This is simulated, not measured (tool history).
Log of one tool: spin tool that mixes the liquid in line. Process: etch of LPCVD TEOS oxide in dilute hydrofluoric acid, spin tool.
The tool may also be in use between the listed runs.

run,day,temperature setpoint of the liquid (K),parts of water to one part of 49 % hydrofluoric acid (parts by volume),time under the liquid (s),thickness taken off the LPCVD TEOS oxide on a monitor wafer (Å)
1,0,293.15,255,100,62.87
2,0.042,293.15,225,100,73.862
3,0.233,291.65,225,100,68.375
4,0.496,291.65,225,80,55.361
5,0.558,291.65,145,80,93.128
6,0.75,291.65,145,80,92.195
7,0.875,293.65,140,80,103.12
8,0.929,295.15,130,80,121.51
# day 1.283: thermometer replaced
9,1.283,295.15,130,80,135.06
10,1.496,295.65,130,80,132.73
11,1.667,296.65,130,80,137.52
12,1.725,297.65,130,80,148.35
13,1.962,297.65,130,80,144.99
14,2.196,298.15,130,80,148.75
15,2.433,298.65,130,80,150.16
16,2.658,301.15,105,80,209.2
17,2.817,300.65,105,80,209.52
18,3.15,300.15,105,80,202.55

The next listed run, before its measurement:
19,3.425,299.65,105,80,?

{"run 19": {"thickness taken off the LPCVD TEOS oxide on a monitor wafer (Å)": 200.26}}
